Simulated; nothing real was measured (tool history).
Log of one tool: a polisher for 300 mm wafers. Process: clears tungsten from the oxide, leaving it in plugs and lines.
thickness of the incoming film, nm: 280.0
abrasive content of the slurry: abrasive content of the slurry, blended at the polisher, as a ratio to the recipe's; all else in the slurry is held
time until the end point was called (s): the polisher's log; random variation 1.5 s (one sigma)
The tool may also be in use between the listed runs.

run,hour,flow of slurry (ml/min),pressure of the wafer on the pad (kPa),speed of the pad under the wafer (cm/s),abrasive content of the slurry,overpolish time after the end point (s),time until the end point was called (s)
1,0,145,33.1,112,1,38,45.063
2,2.6,145,28.3,110,1,38,50.745
3,7.2,110,28.3,110,1,38,55.029
4,14.5,130,28.3,110,1,38,51.66
5,16.3,130,22.8,110,1,38,64.122
6,21.8,150,22.8,110,1,38,64.978
7,23.9,150,21.4,110,1,38,64.547
8,29.1,150,20,108,1,38,73.357

The next listed run, before its measurement:
9,31.7,150,19.3,108,1,38,?

{"run 9": {"time until the end point was called (s)": 74.782}}
